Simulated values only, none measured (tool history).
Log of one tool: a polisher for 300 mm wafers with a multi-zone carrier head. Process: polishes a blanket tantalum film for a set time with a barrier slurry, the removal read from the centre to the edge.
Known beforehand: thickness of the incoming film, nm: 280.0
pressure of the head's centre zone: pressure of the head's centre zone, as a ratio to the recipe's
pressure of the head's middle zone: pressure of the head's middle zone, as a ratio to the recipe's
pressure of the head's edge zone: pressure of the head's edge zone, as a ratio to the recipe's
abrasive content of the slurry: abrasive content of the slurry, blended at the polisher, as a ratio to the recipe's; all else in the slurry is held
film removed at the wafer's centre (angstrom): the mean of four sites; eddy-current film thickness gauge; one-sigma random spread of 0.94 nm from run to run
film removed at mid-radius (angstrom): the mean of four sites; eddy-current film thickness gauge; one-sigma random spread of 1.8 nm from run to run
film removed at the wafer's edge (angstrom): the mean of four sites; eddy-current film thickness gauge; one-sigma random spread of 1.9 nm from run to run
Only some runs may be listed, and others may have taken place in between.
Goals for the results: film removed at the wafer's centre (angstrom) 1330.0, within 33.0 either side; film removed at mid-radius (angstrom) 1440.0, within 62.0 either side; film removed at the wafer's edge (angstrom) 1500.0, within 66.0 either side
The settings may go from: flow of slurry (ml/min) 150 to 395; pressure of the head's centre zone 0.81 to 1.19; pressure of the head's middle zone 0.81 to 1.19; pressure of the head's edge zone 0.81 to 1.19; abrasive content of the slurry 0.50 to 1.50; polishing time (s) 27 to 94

run  hour  flow of slurry (ml/min)  pressure of the head's centre zone  pressure of the head's middle zone  pressure of the head's edge zone  abrasive content of the slurry  polishing time (s)  film removed at the wafer's centre (angstrom)  film removed at mid-radius (angstrom)  film removed at the wafer's edge (angstrom)
  1   0.0                      250                                1.00                                1.00                              1.00                            1.00                  60                                         1013.5                                 1056.8                                       1019.3
  2   7.3                      250                                1.00                                1.00                              1.02                            1.05                  61                                         1053.4                                 1069.3                                       1066.8
  3  11.5                      250                                1.00                                1.00                              1.02                            1.20                  61                                         1098.3                                 1120.4                                       1095.0
  4  16.3                      250                                0.99                                1.00                              1.04                            1.25                  62                                         1130.1                                 1148.8                                       1159.0
  5  20.5                      250                                0.95                                1.00                              1.04                            1.25                  62                                         1079.6                                 1132.5                                       1149.2
  6  22.7                      250                                0.95                                1.00                              0.99                            1.25                  62                                         1074.0                                 1129.6                                       1106.0
  7  30.9                      250                                0.95                                1.01                              1.01                            1.30                  63                                         1120.6                                 1172.8                                       1174.8
  8  39.1                      250                                0.95                                1.02                              1.03                            1.30                  63                                         1102.2                                 1184.6                                       1185.5
  9  41.6                      255                                0.96                                1.03                              1.05                            1.30                  63                                         1109.1                                 1193.0                                       1147.6

Consider the 5 candidate settings below. Which is the only one whose results all fall within their allowed miss of target?
  A  44.1                      270                                0.94                                1.02                              1.18                            1.45                  74                                              ?                                      ?                                            ?
  B  44.1                      150                                0.85                                0.86                              1.16                            1.25                  86                                              ?                                      ?                                            ?
  C  44.1                      150                                0.89                                1.00                              1.14                            1.30                  92                                              ?                                      ?                                            ?
  D  44.1                      245                                0.98                                0.81                              0.97                            1.50                  70                                              ?                                      ?                                            ?
  E  44.1                      265                                0.92                                1.00                              1.05                            1.25                  83                                              ?                                      ?                                            ?

move  film removed at the wafer's centre (angstrom)  film removed at mid-radius (angstrom)  film removed at the wafer's edge (angstrom)
   A                                         1339.5                                 1456.6                                       1524.5
   B                                         1232.0                                 1298.0                                       1590.0
   C                                         1395.8                                 1591.7                                       1701.2
   D                                         1313.2                                 1134.4                                       1311.0
   E                                         1411.2                                 1542.5                                       1547.8
A: meets every target
B: nearer the targets than the last run, but a result is still out of spec
C: moves the result that the last run missed by most past its target, out the other side
D: puts the biggest miss on target and leaves a different result outside tolerance
E: moves the result that the last run missed by most past its target, out the other side
A meets every target.
